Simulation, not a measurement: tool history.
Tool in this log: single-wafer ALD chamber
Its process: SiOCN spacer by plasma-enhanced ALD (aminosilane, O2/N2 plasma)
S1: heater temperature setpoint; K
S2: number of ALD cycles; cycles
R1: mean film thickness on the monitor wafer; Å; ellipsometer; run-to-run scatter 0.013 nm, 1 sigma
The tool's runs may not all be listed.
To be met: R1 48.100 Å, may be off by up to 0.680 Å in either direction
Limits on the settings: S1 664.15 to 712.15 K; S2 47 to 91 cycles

{"run": 1, "day": 0.0, "S1": 688.15, "S2": 69, "R1": 42.109}
{"run": 2, "day": 0.367, "S1": 684.15, "S2": 70, "R1": 43.414}
{"run": 3, "day": 0.471, "S1": 680.15, "S2": 71, "R1": 44.431}
{"run": 4, "day": 0.554, "S1": 680.15, "S2": 65, "R1": 40.59}
{"run": 5, "day": 0.608, "S1": 677.15, "S2": 67, "R1": 42.406}
{"run": 6, "day": 0.667, "S1": 670.15, "S2": 67, "R1": 43.088}
{"run": 7, "day": 0.958, "S1": 669.15, "S2": 69, "R1": 44.487}
{"day": 1.296, "done": "thermocouple changed; heater temperature recalibrated"}
{"run": 8, "day": 1.296, "S1": 668.15, "S2": 70, "R1": 45.377}

Which one of the following 4 next-run settings gets every result inside its allowed miss? There is exactly one.
{"run": "A", "day": 1.633, "S1": 666.15, "S2": 72, "R1": "?"}
{"run": "B", "day": 1.633, "S1": 673.15, "S2": 68, "R1": "?"}
{"run": "C", "day": 1.633, "S1": 673.15, "S2": 75, "R1": "?"}
{"run": "D", "day": 1.633, "S1": 668.15, "S2": 71, "R1": "?"}

move=A R1=46.682
move=B R1=43.851
move=C R1=48.365
move=D R1=46.034
A: moves toward the targets from the last run without getting all of them in spec
B: its largest miss is bigger than the last run's
C: all results in spec
D: moves toward the targets from the last run without getting all of them in spec
Answer: C

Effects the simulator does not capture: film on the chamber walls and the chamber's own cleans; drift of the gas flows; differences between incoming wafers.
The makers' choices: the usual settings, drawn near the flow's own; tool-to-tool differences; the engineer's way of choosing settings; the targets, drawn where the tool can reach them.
